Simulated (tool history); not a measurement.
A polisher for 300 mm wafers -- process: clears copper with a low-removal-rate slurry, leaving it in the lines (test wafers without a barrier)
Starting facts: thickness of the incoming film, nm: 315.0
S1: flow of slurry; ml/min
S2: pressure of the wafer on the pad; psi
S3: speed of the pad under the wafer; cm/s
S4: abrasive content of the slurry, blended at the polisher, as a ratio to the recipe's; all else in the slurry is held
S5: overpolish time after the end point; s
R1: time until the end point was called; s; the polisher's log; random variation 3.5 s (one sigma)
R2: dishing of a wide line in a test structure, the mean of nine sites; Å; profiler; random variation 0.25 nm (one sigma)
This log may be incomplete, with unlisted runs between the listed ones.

| run | day | S1 | S2 | S3 | S4 | S5 | R1 | R2 |
|---|---|---|---|---|---|---|---|---|
| 1 | 0.000 | 160 | 2.0 | 124 | 1.0 | 16 | 163.59 | 246.53 |
| 2 | 0.250 | 160 | 2.0 | 154 | 1.0 | 16 | 139.24 | 298.99 |
| 3 | 0.404 | 130 | 2.0 | 154 | 1.0 | 16 | 144.21 | 278.00 |
| 4 | 0.625 | 130 | 1.8 | 154 | 1.0 | 16 | 155.42 | 258.33 |
| 5 | 0.721 | 130 | 1.8 | 154 | 1.0 | 12 | 158.44 | 202.64 |
| 6 | 1.075 | 120 | 1.7 | 154 | 1.0 | 13 | 170.11 | 204.20 |
| 7 | 1.312 | 115 | 1.6 | 154 | 1.0 | 14 | 179.08 | 205.95 |

Estimate the outcome of run 8 from the log above:
|  | 1.575 | worn pad replaced by a new one |
| 8 | 1.575 | 110 | 1.5 | 154 | 1.0 | 15 | ? | ? |

{"run 8": {"R1": 172.71, "R2": 223.48}}

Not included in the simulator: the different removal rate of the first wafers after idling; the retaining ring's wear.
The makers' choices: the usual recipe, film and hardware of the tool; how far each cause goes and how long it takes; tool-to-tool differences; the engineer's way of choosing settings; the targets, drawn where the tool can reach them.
